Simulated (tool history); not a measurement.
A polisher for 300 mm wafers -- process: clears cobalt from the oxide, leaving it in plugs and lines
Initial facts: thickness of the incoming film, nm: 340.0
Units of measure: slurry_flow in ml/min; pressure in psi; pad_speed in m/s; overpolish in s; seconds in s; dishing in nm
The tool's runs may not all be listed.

run	hour	slurry_flow	pressure	pad_speed	overpolish	seconds	dishing
1	0	130	1.4	1.18	20	67.782	31.157
2	8.7	130	1.6	1.18	20	58.076	31.165
3	16.8	130	1.6	1.32	20	52.119	32.361
4	19.1	130	1.6	1.2	20	57.315	31.449
5	27.1	130	1.6	1.2	12	55.981	27.053
6	30.6	130	1.6	1.36	12	53.029	29.129
7	33	125	1.3	1.24	6	70.329	17.729
8	34.6	130	1.3	1.22	8	68.782	20.302
9	42.6	135	1.3	1.22	9	69.047	22.198
10	43.7	140	1.3	1.22	9	69.944	22.223
11	45	145	1.3	1.22	9	69.812	21.893
12	46.8	150	1.3	1.22	9	67.541	22.923

Predict the results of run 13:
13	55.3	155	1.3	1.22	9	?	?

{"run 13": {"seconds": 67.835, "dishing": 22.597}}
